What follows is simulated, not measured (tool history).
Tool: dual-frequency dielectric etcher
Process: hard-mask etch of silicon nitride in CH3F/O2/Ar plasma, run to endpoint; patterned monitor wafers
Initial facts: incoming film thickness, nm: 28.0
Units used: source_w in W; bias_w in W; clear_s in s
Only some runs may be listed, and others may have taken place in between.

run  hour  source_w  bias_w  clear_s
  1   0.0       480      66   36.410
  2   1.0       480      74   35.645
  3   8.9       460      73   36.196
  4  11.8       400      73   38.540
  5  14.0       480      73   35.480
  6  16.6       460      73   36.400

Forecast run 7:
  7  21.6       450      73        ?

{"run 7": {"clear_s": 36.51}}
